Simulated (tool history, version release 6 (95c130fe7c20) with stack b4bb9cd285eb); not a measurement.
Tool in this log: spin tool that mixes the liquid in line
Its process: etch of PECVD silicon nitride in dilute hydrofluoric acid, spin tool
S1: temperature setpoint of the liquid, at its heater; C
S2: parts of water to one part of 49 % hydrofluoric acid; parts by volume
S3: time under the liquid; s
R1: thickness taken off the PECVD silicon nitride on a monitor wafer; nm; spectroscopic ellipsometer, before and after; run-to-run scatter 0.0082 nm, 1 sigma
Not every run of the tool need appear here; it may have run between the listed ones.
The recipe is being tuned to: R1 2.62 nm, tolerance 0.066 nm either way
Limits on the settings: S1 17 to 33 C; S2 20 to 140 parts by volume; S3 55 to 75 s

{"run": 1, "hour": 0.0, "S1": 25, "S2": 75, "S3": 75, "R1": 4.2357}
{"run": 2, "hour": 4.1, "S1": 25, "S2": 50, "S3": 75, "R1": 6.3491}
{"run": 3, "hour": 7.2, "S1": 22, "S2": 50, "S3": 75, "R1": 5.1795}
{"run": 4, "hour": 13.5, "S1": 21.5, "S2": 55, "S3": 75, "R1": 4.5837}
{"run": 5, "hour": 15.1, "S1": 21, "S2": 55, "S3": 75, "R1": 4.4177}
{"run": 6, "hour": 20.1, "S1": 21, "S2": 55, "S3": 75, "R1": 4.4374}
{"run": 7, "hour": 25.0, "S1": 17, "S2": 80, "S3": 75, "R1": 2.3322}
{"run": 8, "hour": 32.7, "S1": 18, "S2": 80, "S3": 75, "R1": 2.5104}

Exercise: of the 5 proposed moves below, exactly one satisfies all targets within the stated allowed misses. Which move is it?
{"run": "A", "hour": 40.4, "S1": 19.5, "S2": 85, "S3": 75, "R1": "?"}
{"run": "B", "hour": 40.4, "S1": 18, "S2": 75, "S3": 70, "R1": "?"}
{"run": "C", "hour": 40.4, "S1": 17, "S2": 60, "S3": 60, "R1": "?"}
{"run": "D", "hour": 40.4, "S1": 20.5, "S2": 90, "S3": 70, "R1": "?"}
{"run": "E", "hour": 40.4, "S1": 17, "S2": 55, "S3": 55, "R1": "?"}

move=A R1=2.5993
move=B R1=2.4698
move=C R1=2.4503
move=D R1=2.4569
move=E R1=2.4438
A: meets every target
B: the biggest miss grows against the last run
C: the biggest miss grows against the last run
D: the biggest miss grows against the last run
E: the biggest miss grows against the last run
Answer: A
